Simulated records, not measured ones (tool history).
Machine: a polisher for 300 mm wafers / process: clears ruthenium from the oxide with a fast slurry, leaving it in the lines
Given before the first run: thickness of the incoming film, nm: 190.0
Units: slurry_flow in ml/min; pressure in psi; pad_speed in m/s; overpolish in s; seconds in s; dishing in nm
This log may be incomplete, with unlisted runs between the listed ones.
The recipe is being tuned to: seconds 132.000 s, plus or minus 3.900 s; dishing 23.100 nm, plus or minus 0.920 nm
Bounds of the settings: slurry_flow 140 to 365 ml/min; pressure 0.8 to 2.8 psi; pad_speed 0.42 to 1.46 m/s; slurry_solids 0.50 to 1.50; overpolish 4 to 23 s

Run 1, hour 0.0: slurry_flow 235 ml/min, pressure 1.8 psi, pad_speed 0.94 m/s, slurry_solids 1.00, overpolish 12 s. Result: seconds 91.871 s, dishing 21.254 nm.
Run 2, hour 8.2: slurry_flow 225 ml/min, pressure 1.6 psi, pad_speed 0.94 m/s, slurry_solids 1.00, overpolish 14 s. Result: seconds 102.010 s, dishing 21.767 nm.
Run 3, hour 15.9: slurry_flow 225 ml/min, pressure 1.6 psi, pad_speed 0.94 m/s, slurry_solids 0.80, overpolish 14 s. Result: seconds 109.380 s, dishing 20.252 nm.
Run 4, hour 17.4: slurry_flow 220 ml/min, pressure 1.5 psi, pad_speed 0.94 m/s, slurry_solids 0.80, overpolish 16 s. Result: seconds 116.560 s, dishing 21.514 nm.
Run 5, hour 23.8: slurry_flow 220 ml/min, pressure 1.5 psi, pad_speed 0.94 m/s, slurry_solids 0.80, overpolish 18 s. Result: seconds 118.990 s, dishing 24.034 nm.
Run 6, hour 32.4: slurry_flow 275 ml/min, pressure 1.5 psi, pad_speed 0.94 m/s, slurry_solids 0.80, overpolish 18 s. Result: seconds 116.020 s, dishing 25.123 nm.
Run 7, hour 39.4: slurry_flow 275 ml/min, pressure 1.5 psi, pad_speed 0.94 m/s, slurry_solids 0.80, overpolish 18 s. Result: seconds 115.540 s, dishing 24.715 nm.
Run 8, hour 40.6: slurry_flow 240 ml/min, pressure 1.2 psi, pad_speed 0.94 m/s, slurry_solids 0.80, overpolish 19 s. Result: seconds 143.500 s, dishing 21.237 nm.
Run 9, hour 41.6: slurry_flow 245 ml/min, pressure 1.2 psi, pad_speed 0.94 m/s, slurry_solids 0.80, overpolish 19 s. Result: seconds 143.460 s, dishing 21.986 nm.
Run 10, hour 46.9: slurry_flow 250 ml/min, pressure 1.2 psi, pad_speed 0.94 m/s, slurry_solids 0.80, overpolish 19 s. Result: seconds 141.890 s, dishing 21.733 nm.
Run 11, hour 48.5: slurry_flow 255 ml/min, pressure 1.2 psi, pad_speed 0.94 m/s, slurry_solids 0.80, overpolish 19 s. Result: seconds 142.500 s, dishing 20.859 nm.
Run 12, hour 49.1: slurry_flow 260 ml/min, pressure 1.4 psi, pad_speed 0.94 m/s, slurry_solids 0.80, overpolish 19 s. Result: seconds 124.700 s, dishing 24.452 nm.
Run 13, hour 50.5: slurry_flow 255 ml/min, pressure 1.4 psi, pad_speed 0.94 m/s, slurry_solids 0.80, overpolish 19 s. Result: seconds 123.050 s, dishing 24.314 nm.

Consider the 4 candidate settings below. Which is the only one whose results all fall within their allowed miss of target?
Run A, hour 51.9: slurry_flow 235 ml/min, pressure 1.6 psi, pad_speed 0.98 m/s, slurry_solids 0.80, overpolish 15 s. Result: seconds ?, dishing ?.
Run B, hour 51.9: slurry_flow 260 ml/min, pressure 1.4 psi, pad_speed 0.96 m/s, slurry_solids 0.90, overpolish 18 s. Result: seconds ?, dishing ?.
Run C, hour 51.9: slurry_flow 240 ml/min, pressure 1.3 psi, pad_speed 0.96 m/s, slurry_solids 0.80, overpolish 19 s. Result: seconds ?, dishing ?.
Run D, hour 51.9: slurry_flow 230 ml/min, pressure 1.6 psi, pad_speed 0.84 m/s, slurry_solids 0.85, overpolish 19 s. Result: seconds ?, dishing ?.

move  seconds  dishing
   A  106.950   22.388
   B  116.970   24.443
   C  131.880   22.966
   D  121.820   24.756
A: moves away from the targets compared with the last run
B: moves away from the targets compared with the last run
C: each result inside its tolerance
D: moves away from the targets compared with the last run
Go with C: it meets all targets.

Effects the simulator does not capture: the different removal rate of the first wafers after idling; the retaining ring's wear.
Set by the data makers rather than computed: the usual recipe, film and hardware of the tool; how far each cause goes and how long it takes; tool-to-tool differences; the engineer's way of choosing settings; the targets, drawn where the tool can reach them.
